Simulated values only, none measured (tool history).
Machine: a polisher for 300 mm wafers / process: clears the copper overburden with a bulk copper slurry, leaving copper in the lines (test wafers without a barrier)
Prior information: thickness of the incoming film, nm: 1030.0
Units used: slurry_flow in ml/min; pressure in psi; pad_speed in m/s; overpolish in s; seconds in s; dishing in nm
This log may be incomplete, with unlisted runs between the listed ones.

run  hour  slurry_flow  pressure  pad_speed  slurry_solids  overpolish  seconds  dishing
  1     0          180       1.7       1.12              1          22   173.39   66.508
  2   1.8          180       1.6       1.12              1          22   182.64   63.814
  3   6.9          180       1.9       1.12              1          22   164.17   69.441
  4   8.2          180       1.8        1.1              1          22   170.48   68.646
  5  13.1          210       1.8        1.1              1          22   162.38   69.476
  6  18.2          205       1.7        1.1              1          22   176.98   65.446

Expected results for the next run?
  7  23.6          205       1.6        1.1              1          22        ?        ?

Run 7 gave seconds 176.4 s, dishing 65.297 nm.
